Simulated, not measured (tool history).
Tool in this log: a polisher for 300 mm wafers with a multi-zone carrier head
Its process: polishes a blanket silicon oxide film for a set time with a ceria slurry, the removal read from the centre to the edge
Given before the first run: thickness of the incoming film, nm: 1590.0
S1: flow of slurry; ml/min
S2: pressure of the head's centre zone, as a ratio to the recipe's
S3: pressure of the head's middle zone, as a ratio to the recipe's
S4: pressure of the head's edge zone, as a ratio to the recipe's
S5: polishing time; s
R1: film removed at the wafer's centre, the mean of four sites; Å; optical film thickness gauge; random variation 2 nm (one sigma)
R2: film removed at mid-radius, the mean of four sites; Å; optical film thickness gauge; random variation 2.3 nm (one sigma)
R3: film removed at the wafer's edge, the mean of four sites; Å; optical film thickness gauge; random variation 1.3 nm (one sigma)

Run 1, hour 0: S1 290 ml/min, S2 1, S3 1, S4 1, S5 61 s. Result: R1 2615.3 Å, R2 2590.9 Å, R3 2551.4 Å.
Run 2, hour 6.3: S1 290 ml/min, S2 1, S3 1, S4 0.95, S5 61 s. Result: R1 2666.1 Å, R2 2583.7 Å, R3 2461.6 Å.
Run 3, hour 8.7: S1 290 ml/min, S2 1, S3 1, S4 0.95, S5 66 s. Result: R1 2863.5 Å, R2 2849.6 Å, R3 2693.3 Å.
Run 4, hour 16.7: S1 290 ml/min, S2 1, S3 1, S4 0.95, S5 81 s. Result: R1 3516.5 Å, R2 3359.9 Å, R3 3294.1 Å.
Run 5, hour 17.7: S1 285 ml/min, S2 0.98, S3 0.99, S4 0.95, S5 74 s. Result: R1 3204.1 Å, R2 3075.9 Å, R3 3032.8 Å.
Run 6, hour 25: S1 285 ml/min, S2 0.98, S3 0.96, S4 0.95, S5 74 s. Result: R1 3122.7 Å, R2 3083.1 Å, R3 3003.2 Å.
Run 7, hour 28.7: S1 270 ml/min, S2 0.97, S3 0.94, S4 0.95, S5 68 s. Result: R1 2844.4 Å, R2 2772 Å, R3 2720.2 Å.

For run 8, what comes out?
Run 8, hour 29.8: S1 265 ml/min, S2 0.95, S3 0.93, S4 0.96, S5 63 s. Result: R1 ?, R2 ?, R3 ?.

R1: 2559.5 Å
R2: 2558.5 Å
R3: 2561 Å
